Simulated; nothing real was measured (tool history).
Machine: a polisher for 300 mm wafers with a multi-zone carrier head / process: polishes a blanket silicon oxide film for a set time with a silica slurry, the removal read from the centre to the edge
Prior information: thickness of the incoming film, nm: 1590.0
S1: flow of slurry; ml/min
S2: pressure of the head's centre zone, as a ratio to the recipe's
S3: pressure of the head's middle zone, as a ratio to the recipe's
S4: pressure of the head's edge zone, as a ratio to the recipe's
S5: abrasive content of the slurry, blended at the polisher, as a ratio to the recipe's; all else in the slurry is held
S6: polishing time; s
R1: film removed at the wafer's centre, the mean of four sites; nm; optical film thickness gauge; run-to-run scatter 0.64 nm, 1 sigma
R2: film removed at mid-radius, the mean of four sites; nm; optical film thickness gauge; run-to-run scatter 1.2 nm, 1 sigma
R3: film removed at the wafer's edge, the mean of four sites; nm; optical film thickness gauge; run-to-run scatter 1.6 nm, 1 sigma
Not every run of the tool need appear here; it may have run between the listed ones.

{"run": 1, "hour": 0.0, "S1": 285, "S2": 1.0, "S3": 1.0, "S4": 1.0, "S5": 1.0, "S6": 54, "R1": 144.68, "R2": 148.63, "R3": 146.43}
{"run": 2, "hour": 7.6, "S1": 285, "S2": 1.0, "S3": 1.0, "S4": 1.0, "S5": 0.8, "S6": 54, "R1": 131.06, "R2": 132.83, "R3": 131.84}
{"run": 3, "hour": 8.2, "S1": 285, "S2": 1.03, "S3": 1.0, "S4": 1.0, "S5": 0.8, "S6": 54, "R1": 135.01, "R2": 135.56, "R3": 132.21}
{"run": 4, "hour": 9.0, "S1": 285, "S2": 0.98, "S3": 1.0, "S4": 1.0, "S5": 0.8, "S6": 54, "R1": 128.56, "R2": 132.75, "R3": 137.61}
{"run": 5, "hour": 10.4, "S1": 280, "S2": 0.97, "S3": 1.02, "S4": 0.98, "S5": 0.8, "S6": 54, "R1": 127.17, "R2": 135.35, "R3": 135.45}
{"run": 6, "hour": 13.8, "S1": 280, "S2": 0.97, "S3": 0.97, "S4": 0.98, "S5": 0.8, "S6": 54, "R1": 126.41, "R2": 130.34, "R3": 132.84}
{"run": 7, "hour": 18.9, "S1": 275, "S2": 0.96, "S3": 0.99, "S4": 0.96, "S5": 0.8, "S6": 54, "R1": 125.38, "R2": 132.68, "R3": 130.24}
{"run": 8, "hour": 22.6, "S1": 270, "S2": 0.94, "S3": 1.0, "S4": 0.95, "S5": 0.8, "S6": 54, "R1": 122.28, "R2": 131.71, "R3": 128.27}
{"run": 9, "hour": 30.0, "S1": 265, "S2": 0.93, "S3": 1.01, "S4": 0.95, "S5": 0.8, "S6": 54, "R1": 121.59, "R2": 134.19, "R3": 128.4}
{"run": 10, "hour": 38.5, "S1": 260, "S2": 0.92, "S3": 1.02, "S4": 0.95, "S5": 0.8, "S6": 54, "R1": 119.33, "R2": 135.73, "R3": 129.32}
{"run": 11, "hour": 45.3, "S1": 255, "S2": 0.91, "S3": 1.02, "S4": 0.95, "S5": 0.8, "S6": 54, "R1": 118.1, "R2": 133.29, "R3": 128.43}

Expected results for the next run?
{"run": 12, "hour": 52.3, "S1": 250, "S2": 0.9, "S3": 1.03, "S4": 0.95, "S5": 0.8, "S6": 54, "R1": "?", "R2": "?", "R3": "?"}

R1: 115.99 nm
R2: 135.68 nm
R3: 127.98 nm
